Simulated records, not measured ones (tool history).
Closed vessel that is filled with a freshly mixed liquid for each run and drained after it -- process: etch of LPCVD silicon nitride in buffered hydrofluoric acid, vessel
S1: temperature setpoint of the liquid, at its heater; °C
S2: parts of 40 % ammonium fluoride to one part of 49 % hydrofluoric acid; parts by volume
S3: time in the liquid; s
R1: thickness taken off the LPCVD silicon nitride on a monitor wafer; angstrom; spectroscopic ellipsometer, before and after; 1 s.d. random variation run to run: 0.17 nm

{"run": 1, "hour": 0.0, "S1": 23.0, "S2": 11.5, "S3": 2305, "R1": 253.29}
{"run": 2, "hour": 7.8, "S1": 23.0, "S2": 13.0, "S3": 2305, "R1": 224.71}
{"run": 3, "hour": 11.3, "S1": 20.0, "S2": 13.0, "S3": 2305, "R1": 190.22}
{"run": 4, "hour": 19.6, "S1": 22.0, "S2": 13.0, "S3": 2305, "R1": 213.66}
{"run": 5, "hour": 23.0, "S1": 23.5, "S2": 13.0, "S3": 2305, "R1": 232.17}
{"run": 6, "hour": 30.6, "S1": 23.5, "S2": 12.0, "S3": 2305, "R1": 249.77}
{"run": 7, "hour": 34.8, "S1": 24.0, "S2": 12.0, "S3": 2305, "R1": 252.82}
{"run": 8, "hour": 40.5, "S1": 25.0, "S2": 12.0, "S3": 2305, "R1": 268.22}
{"run": 9, "hour": 47.9, "S1": 25.5, "S2": 12.0, "S3": 2305, "R1": 277.89}

Run 10 comes next. What will it give?
{"run": 10, "hour": 56.0, "S1": 26.0, "S2": 12.0, "S3": 2305, "R1": "?"}

{"run 10": {"R1": 287.87}}
